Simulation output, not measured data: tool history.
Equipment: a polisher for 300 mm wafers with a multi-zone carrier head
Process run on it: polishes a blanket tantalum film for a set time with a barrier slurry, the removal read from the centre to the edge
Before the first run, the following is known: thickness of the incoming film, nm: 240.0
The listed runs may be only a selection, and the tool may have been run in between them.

run	hour	flow of slurry (ml/min)	pressure of the head's centre zone	pressure of the head's middle zone	pressure of the head's edge zone	abrasive content of the slurry	polishing time (s)	film removed at the wafer's centre (nm)	film removed at mid-radius (nm)	film removed at the wafer's edge (nm)
1	0	315	1	1	1	1	40	72.151	70.736	68.662
2	7.8	355	1	1	1	1	40	73.515	74.213	68.169
3	9.4	360	0.98	0.99	0.99	0.9	38	66.373	67.233	62.019
4	10.6	360	0.98	0.99	0.92	0.9	38	66.118	66.528	62.471
5	18.5	360	0.96	0.99	0.92	0.85	37	64.367	63.466	60.013
6	26.3	360	0.96	0.99	0.97	0.85	37	63.081	63.883	61.028
7	30.9	370	0.95	1	0.97	0.8	35	56.85	58.459	56.034
8	34.5	375	0.95	1.01	0.97	0.75	35	57.096	59.824	53.687
9	41.7	370	0.93	1	0.97	0.7	35	51.868	55.896	52.66
10	43.1	365	0.93	1	0.97	0.65	35	50.641	55.841	50.056
# hour 48.6: edge zone pressure recalibrated
11	48.6	360	0.93	0.99	0.97	0.65	35	49.873	54.464	53.145

Predict the results of run 12:
12	51.6	390	0.95	0.99	0.93	0.5	34	?	?	?

For run 12 the tool returned film removed at the wafer's centre (nm) 44.083, film removed at mid-radius (nm) 46.402, film removed at the wafer's edge (nm) 44.665.
